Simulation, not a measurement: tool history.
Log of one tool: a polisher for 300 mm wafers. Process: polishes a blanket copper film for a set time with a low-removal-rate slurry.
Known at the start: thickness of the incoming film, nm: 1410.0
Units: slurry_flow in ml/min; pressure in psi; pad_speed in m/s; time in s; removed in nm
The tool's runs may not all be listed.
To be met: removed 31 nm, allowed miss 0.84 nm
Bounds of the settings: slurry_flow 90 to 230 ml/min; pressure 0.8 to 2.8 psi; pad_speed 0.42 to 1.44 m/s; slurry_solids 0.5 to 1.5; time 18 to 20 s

| run | day | slurry_flow | pressure | pad_speed | slurry_solids | time | removed |
|---|---|---|---|---|---|---|---|
| 1 | 0 | 150 | 1.8 | 0.92 | 1 | 20 | 34.574 |
| 2 | 0.112 | 120 | 1.8 | 0.92 | 1 | 20 | 33.023 |
| 3 | 0.167 | 115 | 1.8 | 0.92 | 1 | 20 | 33.194 |
| 4 | 0.446 | 115 | 1.4 | 0.92 | 1 | 20 | 28.504 |
| 5 | 0.633 | 120 | 1.4 | 0.92 | 1 | 20 | 28.462 |
| 6 | 0.75 | 120 | 1.1 | 0.92 | 1 | 20 | 25.121 |
| 7 | 0.833 | 125 | 1.2 | 0.92 | 1 | 20 | 26.4 |
| 8 | 1.054 | 130 | 1.2 | 0.92 | 1 | 20 | 27.052 |
| 9 | 1.196 | 170 | 1.3 | 0.92 | 1 | 20 | 29.612 |
| 10 | 1.262 | 175 | 1.3 | 0.92 | 1 | 20 | 29.864 |
| 11 | 1.433 | 185 | 1.3 | 0.92 | 1 | 20 | 29.356 |

4 next moves are on the table. One of them brings every result within its allowed miss. Which?
| A | 1.604 | 160 | 1.1 | 0.94 | 1.45 | 19 | ? |
| B | 1.604 | 205 | 1.5 | 0.78 | 1 | 20 | ? |
| C | 1.604 | 175 | 1.6 | 0.98 | 0.85 | 18 | ? |
| D | 1.604 | 170 | 0.9 | 1.1 | 0.8 | 20 | ? |

| move | removed |
|---|---|
| A | 27.482 |
| B | 27.64 |
| C | 30.645 |
| D | 28.182 |
A: further off than the last run
B: further off than the last run
C: meets every target
D: further off than the last run
Answer: C
